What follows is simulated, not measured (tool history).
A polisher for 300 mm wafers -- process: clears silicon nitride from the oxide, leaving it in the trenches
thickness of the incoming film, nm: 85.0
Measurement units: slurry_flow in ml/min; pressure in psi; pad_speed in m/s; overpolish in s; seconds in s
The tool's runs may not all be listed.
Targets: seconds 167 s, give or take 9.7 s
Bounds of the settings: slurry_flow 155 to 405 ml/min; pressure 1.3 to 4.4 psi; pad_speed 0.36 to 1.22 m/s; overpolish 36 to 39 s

run 1 hour=0 | slurry_flow=260 pressure=2.8 pad_speed=0.78 overpolish=36 | seconds=124.33
run 2 hour=8.9 | slurry_flow=260 pressure=2.7 pad_speed=0.78 overpolish=36 | seconds=125.93
run 3 hour=15 | slurry_flow=260 pressure=2.3 pad_speed=0.78 overpolish=36 | seconds=148.25
run 4 hour=20.9 | slurry_flow=315 pressure=2.3 pad_speed=0.78 overpolish=36 | seconds=141.23
run 5 hour=25.5 | slurry_flow=315 pressure=2.2 pad_speed=0.78 overpolish=36 | seconds=144.12
run 6 hour=34.4 | slurry_flow=315 pressure=2.2 pad_speed=0.88 overpolish=36 | seconds=126.71
run 7 hour=36.2 | slurry_flow=315 pressure=2.1 pad_speed=0.88 overpolish=36 | seconds=133.15
run 8 hour=43.7 | slurry_flow=315 pressure=2 pad_speed=0.88 overpolish=36 | seconds=142.54
run 9 hour=49.8 | slurry_flow=310 pressure=2 pad_speed=0.88 overpolish=36 | seconds=137.58
run 10 hour=52.4 | slurry_flow=310 pressure=1.9 pad_speed=0.88 overpolish=36 | seconds=145.89
run 11 hour=60 | slurry_flow=305 pressure=1.9 pad_speed=0.88 overpolish=36 | seconds=137.3
run 12 hour=67.1 | slurry_flow=305 pressure=1.8 pad_speed=0.88 overpolish=36 | seconds=146.09
run 13 hour=67.7 | slurry_flow=305 pressure=1.7 pad_speed=0.88 overpolish=36 | seconds=153.38

Of the 5 settings listed for the next run, only one would bring every result within its allowed miss of target. Which one?
run A hour=68.3 | slurry_flow=315 pressure=1.8 pad_speed=0.9 overpolish=36 | seconds=?
run B hour=68.3 | slurry_flow=315 pressure=1.3 pad_speed=0.94 overpolish=36 | seconds=?
run C hour=68.3 | slurry_flow=320 pressure=1.8 pad_speed=0.98 overpolish=37 | seconds=?
run D hour=68.3 | slurry_flow=325 pressure=1.6 pad_speed=0.94 overpolish=36 | seconds=?
run E hour=68.3 | slurry_flow=360 pressure=2.1 pad_speed=0.86 overpolish=39 | seconds=?

move=A seconds=143.29
move=B seconds=167.92
move=C seconds=131.69
move=D seconds=147.72
move=E seconds=133.51
A: misses by more than the last run did
B: meets every target
C: misses by more than the last run did
D: misses by more than the last run did
E: misses by more than the last run did
The right move is B.
